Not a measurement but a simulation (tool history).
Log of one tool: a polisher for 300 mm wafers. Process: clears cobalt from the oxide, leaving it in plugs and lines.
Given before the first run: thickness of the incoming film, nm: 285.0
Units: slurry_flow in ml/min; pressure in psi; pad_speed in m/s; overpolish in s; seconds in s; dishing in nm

run,hour,slurry_flow,pressure,pad_speed,overpolish,seconds,dishing
1,0.0,155,1.3,0.84,12,128.80,24.5140
2,7.3,155,1.3,0.84,8,130.15,17.1150
3,11.2,155,1.3,0.84,4,130.19,8.7630
4,18.7,155,1.4,0.84,5,123.37,11.8150
5,24.1,155,1.1,0.84,5,148.27,9.5116
6,26.4,155,1.1,0.84,4,155.41,7.7731
7,30.5,155,1.2,0.84,4,140.71,8.1296
8,32.3,155,1.3,0.84,4,127.68,9.0452
9,40.6,155,1.4,0.84,5,119.08,11.5660

Run 10 is up next; what results do you expect?
10,46.9,155,1.5,0.84,5,?,?

{"run 10": {"seconds": 113.3, "dishing": 12.718}}
